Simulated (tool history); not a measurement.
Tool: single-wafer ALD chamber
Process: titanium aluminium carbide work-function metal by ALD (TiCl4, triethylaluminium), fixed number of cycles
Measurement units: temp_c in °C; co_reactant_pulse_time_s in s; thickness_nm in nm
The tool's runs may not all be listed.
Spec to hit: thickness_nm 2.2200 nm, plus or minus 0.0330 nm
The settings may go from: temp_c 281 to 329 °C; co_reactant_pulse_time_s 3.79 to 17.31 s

run 1 hour=0.0 | temp_c=305 co_reactant_pulse_time_s=10.55 | thickness_nm=2.0391
run 2 hour=6.7 | temp_c=315 co_reactant_pulse_time_s=10.55 | thickness_nm=2.1103
run 3 hour=12.0 | temp_c=309 co_reactant_pulse_time_s=10.55 | thickness_nm=2.0700
run 4 hour=17.9 | temp_c=315 co_reactant_pulse_time_s=10.55 | thickness_nm=2.1122
run 5 hour=24.6 | temp_c=317 co_reactant_pulse_time_s=10.81 | thickness_nm=2.1196
run 6 hour=32.2 | temp_c=310 co_reactant_pulse_time_s=10.81 | thickness_nm=2.0657
run 7 hour=40.1 | temp_c=314 co_reactant_pulse_time_s=11.13 | thickness_nm=2.1143
run 8 hour=43.9 | temp_c=316 co_reactant_pulse_time_s=11.38 | thickness_nm=2.1394
run 9 hour=47.9 | temp_c=318 co_reactant_pulse_time_s=11.54 | thickness_nm=2.1605

Of the 5 settings listed for the next run, only one would bring every result within its allowed miss of target. Which one?
run A hour=51.9 | temp_c=311 co_reactant_pulse_time_s=10.40 | thickness_nm=?
run B hour=51.9 | temp_c=315 co_reactant_pulse_time_s=11.88 | thickness_nm=?
run C hour=51.9 | temp_c=325 co_reactant_pulse_time_s=12.00 | thickness_nm=?
run D hour=51.9 | temp_c=320 co_reactant_pulse_time_s=10.51 | thickness_nm=?
run E hour=51.9 | temp_c=317 co_reactant_pulse_time_s=12.32 | thickness_nm=?

move=A thickness_nm=2.0702
move=B thickness_nm=2.1180
move=C thickness_nm=2.1967
move=D thickness_nm=2.1407
move=E thickness_nm=2.1376
A: further off than the last run
B: further off than the last run
C: every result within its allowed miss
D: further off than the last run
E: further off than the last run
The move that meets every target is C.
